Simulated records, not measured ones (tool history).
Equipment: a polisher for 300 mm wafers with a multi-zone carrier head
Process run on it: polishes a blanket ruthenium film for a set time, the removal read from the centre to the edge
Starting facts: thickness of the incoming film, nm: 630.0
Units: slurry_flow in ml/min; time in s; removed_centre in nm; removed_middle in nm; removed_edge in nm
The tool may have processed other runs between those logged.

Run 1, day 0: slurry_flow 120 ml/min, centre_zone 1, middle_zone 1, edge_zone 1, time 48 s. Result: removed_centre 61.802 nm, removed_middle 62.775 nm, removed_edge 61.44 nm.
Run 2, day 0.238: slurry_flow 120 ml/min, centre_zone 1, middle_zone 1.06, edge_zone 1, time 48 s. Result: removed_centre 61.21 nm, removed_middle 65.098 nm, removed_edge 61.435 nm.
Run 3, day 0.604: slurry_flow 115 ml/min, centre_zone 1.01, middle_zone 1.04, edge_zone 0.99, time 47 s. Result: removed_centre 61.043 nm, removed_middle 61.585 nm, removed_edge 58.953 nm.
Run 4, day 0.962: slurry_flow 115 ml/min, centre_zone 1.01, middle_zone 1.08, edge_zone 0.99, time 47 s. Result: removed_centre 60.296 nm, removed_middle 63.903 nm, removed_edge 59.669 nm.
Run 5, day 1.338: slurry_flow 115 ml/min, centre_zone 1.01, middle_zone 1.08, edge_zone 0.96, time 47 s. Result: removed_centre 60.983 nm, removed_middle 63.718 nm, removed_edge 58.147 nm.
Run 6, day 1.588: slurry_flow 115 ml/min, centre_zone 1.06, middle_zone 1.08, edge_zone 0.96, time 47 s. Result: removed_centre 62.031 nm, removed_middle 63.295 nm, removed_edge 59.975 nm.
Run 7, day 1.692: slurry_flow 110 ml/min, centre_zone 1.06, middle_zone 1.06, edge_zone 0.95, time 47 s. Result: removed_centre 62.539 nm, removed_middle 60.785 nm, removed_edge 58.647 nm.
Run 8, day 1.938: slurry_flow 105 ml/min, centre_zone 1.05, middle_zone 1.05, edge_zone 0.94, time 47 s. Result: removed_centre 61.301 nm, removed_middle 61.731 nm, removed_edge 57.406 nm.
Run 9, day 2.225: slurry_flow 105 ml/min, centre_zone 1.06, middle_zone 1.03, edge_zone 0.94, time 46 s. Result: removed_centre 59.638 nm, removed_middle 59.208 nm, removed_edge 56.324 nm.
Run 10, day 2.267: slurry_flow 105 ml/min, centre_zone 1.07, middle_zone 1.01, edge_zone 0.93, time 46 s. Result: removed_centre 60.607 nm, removed_middle 57.466 nm, removed_edge 55.167 nm.
Run 11, day 2.558: slurry_flow 100 ml/min, centre_zone 1.07, middle_zone 1, edge_zone 0.93, time 46 s. Result: removed_centre 60.419 nm, removed_middle 56.527 nm, removed_edge 55.515 nm.
Run 12, day 2.638: slurry_flow 85 ml/min, centre_zone 1.08, middle_zone 0.92, edge_zone 0.84, time 42 s. Result: removed_centre 53.278 nm, removed_middle 46.755 nm, removed_edge 46.38 nm.

Run 13 is up next; what results do you expect?
Run 13, day 2.704: slurry_flow 85 ml/min, centre_zone 1.08, middle_zone 0.92, edge_zone 0.84, time 42 s. Result: removed_centre ?, removed_middle ?, removed_edge ?.

Run 13 produced removed_centre 52.933 nm, removed_middle 46.918 nm, removed_edge 46.802 nm.
